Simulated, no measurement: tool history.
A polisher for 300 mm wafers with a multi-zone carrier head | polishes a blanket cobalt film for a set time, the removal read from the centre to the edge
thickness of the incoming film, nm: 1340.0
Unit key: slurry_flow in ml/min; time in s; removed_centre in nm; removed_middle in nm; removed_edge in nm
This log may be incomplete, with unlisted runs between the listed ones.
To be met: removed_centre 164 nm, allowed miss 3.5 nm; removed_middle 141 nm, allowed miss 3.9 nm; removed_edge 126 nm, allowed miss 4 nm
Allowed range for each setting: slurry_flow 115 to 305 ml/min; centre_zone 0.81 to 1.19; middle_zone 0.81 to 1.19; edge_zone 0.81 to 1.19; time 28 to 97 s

run,hour,slurry_flow,centre_zone,middle_zone,edge_zone,time,removed_centre,removed_middle,removed_edge
1,0,195,1,1,1,62,131.64,132.79,126.19
2,6.7,195,1,1,0.97,62,130.06,131.66,123.91
3,9.5,195,1,1,0.97,72,150.22,154.1,146.44
4,17.1,195,1,1,1.05,72,150.75,153.66,150.36
5,18.6,245,1,1,1.05,72,155.55,157.71,154.57
6,19.5,240,1.05,1,0.99,70,158.64,152.34,143.12
7,20.5,235,1.07,0.99,0.95,69,157.1,147.26,139.61
8,26.7,240,1.1,1,0.92,68,159.41,147.36,136.92
9,33.3,245,1.13,1,0.89,67,164.51,145.27,131.91
10,40.5,240,1.14,1,0.87,67,163.73,146.46,129.39

Consider the 4 candidate settings below. Which is the only one whose results all fall within their allowed miss of target?
A,47.7,265,1.16,0.98,0.85,65,?,?,?
B,47.7,270,1.12,1.08,0.92,67,?,?,?
C,47.7,235,1.13,1.05,0.81,68,?,?,?
D,47.7,225,1.08,1.01,0.87,70,?,?,?

move,removed_centre,removed_middle,removed_edge
A,162.06,139.51,125.04
B,161.73,156.44,133.6
C,163.17,153.01,126.86
D,159.76,151.78,134.44
A: in spec on every target
B: the biggest miss grows against the last run
C: the biggest miss grows against the last run
D: the biggest miss grows against the last run
The move that meets every target is A.

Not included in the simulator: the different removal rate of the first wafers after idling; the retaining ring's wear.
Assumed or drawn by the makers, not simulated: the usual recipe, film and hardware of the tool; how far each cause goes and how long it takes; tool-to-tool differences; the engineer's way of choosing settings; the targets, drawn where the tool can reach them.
